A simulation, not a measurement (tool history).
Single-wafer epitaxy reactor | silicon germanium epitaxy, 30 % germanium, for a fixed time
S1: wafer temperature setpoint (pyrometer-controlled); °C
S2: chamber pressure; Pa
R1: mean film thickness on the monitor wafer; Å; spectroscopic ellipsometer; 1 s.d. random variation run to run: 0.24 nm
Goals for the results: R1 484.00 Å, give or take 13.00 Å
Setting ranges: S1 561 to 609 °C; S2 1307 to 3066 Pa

run    day   S1    S2      R1
  1  0.000  585  2186  373.19
  2  0.354  588  2200  398.32
  3  0.704  590  2213  415.65
  4  0.867  586  2213  383.05
  5  1.133  586  2546  395.81
  6  1.242  586  2720  409.51
  7  1.425  588  2733  424.66
  8  1.529  589  2733  434.97
  9  1.750  590  2733  448.16

4 next moves are on the table. One of them brings every result within its allowed miss. Which?
  A  1.971  587  2586   ?
  B  1.971  588  2786   ?
  C  1.971  599  2320   ?
  D  1.971  593  2853   ?

move      R1
   A  409.61
   B  428.84
   C  509.48
   D  480.65
A: moves away from the targets compared with the last run
B: moves away from the targets compared with the last run
C: carries the result that was furthest off beyond its target, to the other side
D: in spec on every target
Move D is the one to make.
